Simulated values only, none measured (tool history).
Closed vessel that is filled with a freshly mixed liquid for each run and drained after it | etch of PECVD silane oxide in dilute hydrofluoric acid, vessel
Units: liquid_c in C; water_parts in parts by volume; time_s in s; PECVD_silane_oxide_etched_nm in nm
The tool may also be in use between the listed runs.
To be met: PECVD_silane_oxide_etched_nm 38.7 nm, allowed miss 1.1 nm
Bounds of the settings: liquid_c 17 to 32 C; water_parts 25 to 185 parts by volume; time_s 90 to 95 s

run 1 hour=0 | liquid_c=24 water_parts=105 time_s=90 | PECVD_silane_oxide_etched_nm=28.318
run 2 hour=7.8 | liquid_c=25 water_parts=105 time_s=90 | PECVD_silane_oxide_etched_nm=29.42
run 3 hour=10.7 | liquid_c=26 water_parts=105 time_s=90 | PECVD_silane_oxide_etched_nm=30.698
run 4 hour=16.1 | liquid_c=26 water_parts=105 time_s=95 | PECVD_silane_oxide_etched_nm=32.535
run 5 hour=20.5 | liquid_c=24 water_parts=105 time_s=95 | PECVD_silane_oxide_etched_nm=30.12
run 6 hour=21.1 | liquid_c=24 water_parts=105 time_s=90 | PECVD_silane_oxide_etched_nm=28.371
run 7 hour=25.3 | liquid_c=25 water_parts=105 time_s=90 | PECVD_silane_oxide_etched_nm=29.567
run 8 hour=27.2 | liquid_c=29 water_parts=100 time_s=90 | PECVD_silane_oxide_etched_nm=36.38

Which of these 4 next moves meets every target?
run A hour=29.1 | liquid_c=31.5 water_parts=110 time_s=90 | PECVD_silane_oxide_etched_nm=?
run B hour=29.1 | liquid_c=30.5 water_parts=115 time_s=90 | PECVD_silane_oxide_etched_nm=?
run C hour=29.1 | liquid_c=27.5 water_parts=90 time_s=90 | PECVD_silane_oxide_etched_nm=?
run D hour=29.1 | liquid_c=26.5 water_parts=85 time_s=95 | PECVD_silane_oxide_etched_nm=?

move=A PECVD_silane_oxide_etched_nm=35.509
move=B PECVD_silane_oxide_etched_nm=32.52
move=C PECVD_silane_oxide_etched_nm=38.523
move=D PECVD_silane_oxide_etched_nm=41.726
A: further off than the last run
B: further off than the last run
C: meets every target
D: takes the result that was furthest off past its target
Answer: C
